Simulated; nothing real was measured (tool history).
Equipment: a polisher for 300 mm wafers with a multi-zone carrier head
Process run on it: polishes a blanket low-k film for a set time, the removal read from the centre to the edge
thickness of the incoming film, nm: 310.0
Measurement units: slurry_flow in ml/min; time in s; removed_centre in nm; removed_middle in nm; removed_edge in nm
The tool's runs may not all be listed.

run	hour	slurry_flow	centre_zone	middle_zone	edge_zone	slurry_solids	time	removed_centre	removed_middle	removed_edge
1	0	160	1	1	1	1	53	20.271	19.704	19.617
2	2.8	150	0.99	0.97	0.99	0.9	50	17.54	17.049	17.261
3	6.7	145	0.99	0.94	0.99	0.8	47	15.277	14.511	15.373
4	15	140	0.99	0.92	0.98	0.75	46	14.308	13.165	14.105
5	16.6	120	0.99	0.92	0.98	0.75	46	13.939	13.022	14.365
6	25.5	120	0.99	0.92	0.98	0.85	46	14.545	13.88	15.29
7	31.9	120	0.98	0.9	0.97	0.8	45	14.082	13.001	13.966
8	40.7	115	0.97	0.89	0.97	0.75	44	12.752	11.888	13.209
9	45.6	110	0.96	0.82	0.87	0.5	42	9.4669	8.1869	9.6908
10	50.9	115	0.96	0.83	0.89	0.5	42	9.6503	8.4499	9.6849
11	55.6	110	0.96	0.83	0.92	0.5	42	9.2028	8.4132	9.7973

Run 12 is up next; what results do you expect?
12	63	155	0.99	0.84	0.97	0.55	42	?	?	?

Run 12 yielded removed_centre 11.442 nm, removed_middle 9.7293 nm, removed_edge 11.062 nm.
